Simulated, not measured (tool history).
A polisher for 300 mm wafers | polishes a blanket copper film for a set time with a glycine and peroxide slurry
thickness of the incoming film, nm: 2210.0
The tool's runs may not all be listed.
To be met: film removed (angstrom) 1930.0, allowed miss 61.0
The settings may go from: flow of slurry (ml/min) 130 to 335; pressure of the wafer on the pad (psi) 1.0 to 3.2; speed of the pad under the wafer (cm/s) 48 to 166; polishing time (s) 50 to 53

| run | day | flow of slurry (ml/min) | pressure of the wafer on the pad (psi) | speed of the pad under the wafer (cm/s) | polishing time (s) | film removed (angstrom) |
|---|---|---|---|---|---|---|
| 1 | 0.000 | 215 | 2.1 | 106 | 50 | 2563.6 |
| 2 | 0.042 | 215 | 1.7 | 106 | 50 | 2113.2 |
| 3 | 0.079 | 210 | 1.6 | 106 | 50 | 2074.0 |
| 4 | 0.238 | 210 | 1.2 | 106 | 50 | 1699.8 |
| 5 | 0.596 | 210 | 1.0 | 106 | 50 | 1545.1 |
| 6 | 0.625 | 160 | 1.0 | 106 | 50 | 1496.4 |
| 7 | 0.838 | 165 | 1.1 | 106 | 50 | 1552.0 |
| 8 | 1.196 | 180 | 1.2 | 106 | 50 | 1663.2 |
| 9 | 1.275 | 185 | 1.2 | 106 | 50 | 1684.2 |
| 10 | 1.379 | 190 | 1.2 | 106 | 50 | 1678.9 |
| 11 | 1.596 | 195 | 1.6 | 108 | 50 | 2063.3 |

5 next moves are on the table. One of them brings every result within its allowed miss. Which?
| A | 1.812 | 145 | 1.9 | 104 | 52 | ? |
| B | 1.812 | 185 | 1.9 | 104 | 52 | ? |
| C | 1.812 | 220 | 1.7 | 100 | 50 | ? |
| D | 1.812 | 240 | 1.3 | 116 | 50 | ? |
| E | 1.812 | 150 | 1.6 | 120 | 51 | ? |

| move | film removed (angstrom) |
|---|---|
| A | 2319.9 |
| B | 2379.1 |
| C | 2097.6 |
| D | 1918.9 |
| E | 2202.6 |
A: further off than the last run
B: further off than the last run
C: further off than the last run
D: meets every target
E: further off than the last run
Answer: D
